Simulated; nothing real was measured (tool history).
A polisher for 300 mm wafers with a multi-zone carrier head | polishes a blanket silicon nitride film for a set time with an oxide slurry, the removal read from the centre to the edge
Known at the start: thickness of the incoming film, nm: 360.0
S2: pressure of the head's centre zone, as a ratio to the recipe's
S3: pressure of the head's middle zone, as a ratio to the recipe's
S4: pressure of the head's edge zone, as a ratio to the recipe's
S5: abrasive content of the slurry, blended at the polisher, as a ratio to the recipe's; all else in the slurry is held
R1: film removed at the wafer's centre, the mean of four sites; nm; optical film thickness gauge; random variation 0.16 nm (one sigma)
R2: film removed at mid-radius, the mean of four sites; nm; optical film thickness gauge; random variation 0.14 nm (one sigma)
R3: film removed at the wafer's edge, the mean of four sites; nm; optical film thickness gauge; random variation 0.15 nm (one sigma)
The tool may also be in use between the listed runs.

run 1 hour=0 | flow_of_slurry_(ml/min)=180 S2=1 S3=1 S4=1 S5=1 polishing_time_(s)=34 | R1=16.286 R2=19.51 R3=18.685
run 2 hour=3.4 | flow_of_slurry_(ml/min)=180 S2=1 S3=1 S4=1.06 S5=1 polishing_time_(s)=34 | R1=16.907 R2=18.75 R3=19.436
run 3 hour=4.8 | flow_of_slurry_(ml/min)=150 S2=1 S3=1 S4=1.06 S5=1 polishing_time_(s)=34 | R1=16.22 R2=18.848 R3=19.21
run 4 hour=7.1 | flow_of_slurry_(ml/min)=150 S2=1 S3=1 S4=1.13 S5=1 polishing_time_(s)=34 | R1=16.725 R2=18.755 R3=19.571
run 5 hour=15.8 | flow_of_slurry_(ml/min)=155 S2=1.01 S3=1 S4=1.11 S5=0.9 polishing_time_(s)=33 | R1=15.267 R2=17.339 R3=18.437
run 6 hour=18.8 | flow_of_slurry_(ml/min)=155 S2=1.01 S3=1 S4=1.11 S5=0.9 polishing_time_(s)=39 | R1=17.921 R2=20.751 R3=21.536

The next listed run, before its measurement:
run 7 hour=22.1 | flow_of_slurry_(ml/min)=160 S2=1.04 S3=1 S4=1.08 S5=0.85 polishing_time_(s)=37 | R1=? R2=? R3=?

Run 7 gave R1 17.807 nm, R2 19.488 nm, R3 19.937 nm.
